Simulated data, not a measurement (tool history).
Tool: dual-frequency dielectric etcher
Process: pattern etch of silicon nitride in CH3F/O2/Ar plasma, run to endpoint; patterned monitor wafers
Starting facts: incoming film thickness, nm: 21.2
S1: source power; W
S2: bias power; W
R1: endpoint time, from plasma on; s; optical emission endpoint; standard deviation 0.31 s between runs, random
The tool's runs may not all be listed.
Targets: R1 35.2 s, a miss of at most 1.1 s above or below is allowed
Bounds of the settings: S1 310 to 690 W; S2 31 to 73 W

{"run": 1, "hour": 0.0, "S1": 500, "S2": 52, "R1": 29.297}
{"run": 2, "hour": 2.5, "S1": 500, "S2": 43, "R1": 30.521}
{"run": 3, "hour": 3.4, "S1": 500, "S2": 39, "R1": 31.946}
{"run": 4, "hour": 8.2, "S1": 480, "S2": 38, "R1": 32.961}
{"run": 5, "hour": 11.7, "S1": 480, "S2": 33, "R1": 34.035}
{"run": 6, "hour": 20.6, "S1": 560, "S2": 33, "R1": 31.284}
{"run": 7, "hour": 27.2, "S1": 540, "S2": 33, "R1": 32.318}
{"run": 8, "hour": 31.1, "S1": 530, "S2": 33, "R1": 32.419}
{"run": 9, "hour": 38.1, "S1": 520, "S2": 33, "R1": 32.766}
{"run": 10, "hour": 45.4, "S1": 510, "S2": 33, "R1": 32.795}
{"run": 11, "hour": 48.7, "S1": 500, "S2": 33, "R1": 33.242}

Which single option among these 5 for the next run brings every result within its allowed miss of target? Just one does.
{"run": "A", "hour": 52.0, "S1": 550, "S2": 36, "R1": "?"}
{"run": "B", "hour": 52.0, "S1": 520, "S2": 44, "R1": "?"}
{"run": "C", "hour": 52.0, "S1": 540, "S2": 34, "R1": "?"}
{"run": "D", "hour": 52.0, "S1": 410, "S2": 36, "R1": "?"}
{"run": "E", "hour": 52.0, "S1": 470, "S2": 45, "R1": "?"}

move=A R1=31.45
move=B R1=30.238
move=C R1=32.226
move=D R1=35.395
move=E R1=31.246
A: further off than the last run
B: further off than the last run
C: further off than the last run
D: all results land within tolerance of their targets
E: further off than the last run
Correct choice: D, which meets every target
